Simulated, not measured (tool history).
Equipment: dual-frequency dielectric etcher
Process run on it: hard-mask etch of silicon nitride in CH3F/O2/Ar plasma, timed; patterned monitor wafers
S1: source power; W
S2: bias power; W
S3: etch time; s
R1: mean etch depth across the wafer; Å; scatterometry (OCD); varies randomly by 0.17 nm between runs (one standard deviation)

run 1 day=0 | S1=400 S2=63 S3=127 | R1=877.95
run 2 day=0.129 | S1=400 S2=53 S3=127 | R1=838.09
run 3 day=0.392 | S1=450 S2=53 S3=127 | R1=873.8
run 4 day=0.621 | S1=450 S2=43 S3=127 | R1=832.56
run 5 day=0.804 | S1=440 S2=42 S3=126.5 | R1=814.41
run 6 day=1.158 | S1=510 S2=42 S3=126.5 | R1=865.12

The next listed run, before its measurement:
run 7 day=1.488 | S1=490 S2=40 S3=125.5 | R1=?

R1: 836.86 Å
